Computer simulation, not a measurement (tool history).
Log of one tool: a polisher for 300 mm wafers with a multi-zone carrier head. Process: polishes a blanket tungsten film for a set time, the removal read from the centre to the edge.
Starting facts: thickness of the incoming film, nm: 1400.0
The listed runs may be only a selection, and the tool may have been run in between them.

run	hour	flow of slurry (ml/min)	pressure of the head's centre zone	pressure of the head's middle zone	pressure of the head's edge zone	abrasive content of the slurry	polishing time (s)	film removed at the wafer's centre (Å)	film removed at mid-radius (Å)	film removed at the wafer's edge (Å)
1	0.0	255	1.00	1.00	1.00	1.00	55	1993.8	2005.1	1994.5
2	7.8	265	1.01	1.00	1.00	1.00	55	2001.9	2077.2	2031.7
3	15.9	265	1.01	1.00	1.00	1.00	62	2227.6	2255.5	2307.9
4	23.1	310	1.01	1.00	1.00	1.00	62	2307.7	2349.9	2348.9
5	29.0	310	1.01	1.00	1.00	1.00	50	1839.4	1828.1	1886.8
6	31.4	310	1.01	1.00	0.96	1.00	50	1850.8	1874.8	1856.2
7	36.3	315	1.03	1.01	0.97	1.05	50	1933.6	1926.9	1832.7
8	37.2	320	1.04	1.01	0.99	1.10	50	1979.6	1942.9	1885.2
9	41.2	325	1.05	1.01	1.00	1.10	50	1978.9	1938.1	1919.6

Predict the results of run 10:
10	45.8	330	1.06	1.02	1.01	1.10	50	?	?	?

Run 10 came out at film removed at the wafer's centre (Å) 2013.8, film removed at mid-radius (Å) 1979.5, film removed at the wafer's edge (Å) 1902.4.
